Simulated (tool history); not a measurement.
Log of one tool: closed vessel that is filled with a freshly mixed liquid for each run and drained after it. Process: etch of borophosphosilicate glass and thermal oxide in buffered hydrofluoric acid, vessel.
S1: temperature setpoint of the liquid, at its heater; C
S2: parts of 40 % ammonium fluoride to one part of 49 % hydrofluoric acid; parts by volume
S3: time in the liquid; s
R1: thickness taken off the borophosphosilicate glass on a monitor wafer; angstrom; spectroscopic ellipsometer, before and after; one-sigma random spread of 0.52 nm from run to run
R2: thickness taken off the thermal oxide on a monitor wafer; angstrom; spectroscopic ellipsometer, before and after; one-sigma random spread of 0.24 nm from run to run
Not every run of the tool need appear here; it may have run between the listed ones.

run 1 day=0.000 | S1=23.0 S2=13.0 S3=60 | R1=1120.70 R2=505.82
run 2 day=0.083 | S1=22.0 S2=14.0 S3=60 | R1=976.14 R2=438.87
run 3 day=0.346 | S1=25.5 S2=14.0 S3=60 | R1=1189.50 R2=533.81
run 4 day=0.438 | S1=25.5 S2=17.0 S3=60 | R1=983.41 R2=444.50
run 5 day=0.762 | S1=25.5 S2=20.5 S3=60 | R1=802.41 R2=373.01
run 6 day=0.812 | S1=24.5 S2=20.5 S3=60 | R1=772.48 R2=350.77
run 7 day=0.942 | S1=23.5 S2=20.5 S3=60 | R1=744.52 R2=330.81
run 8 day=1.183 | S1=23.0 S2=20.5 S3=60 | R1=716.30 R2=327.15

Estimate the outcome of run 9 from the log above:
run 9 day=1.421 | S1=22.5 S2=20.5 S3=60 | R1=? R2=?

R1: 690.91 angstrom
R2: 320.82 angstrom

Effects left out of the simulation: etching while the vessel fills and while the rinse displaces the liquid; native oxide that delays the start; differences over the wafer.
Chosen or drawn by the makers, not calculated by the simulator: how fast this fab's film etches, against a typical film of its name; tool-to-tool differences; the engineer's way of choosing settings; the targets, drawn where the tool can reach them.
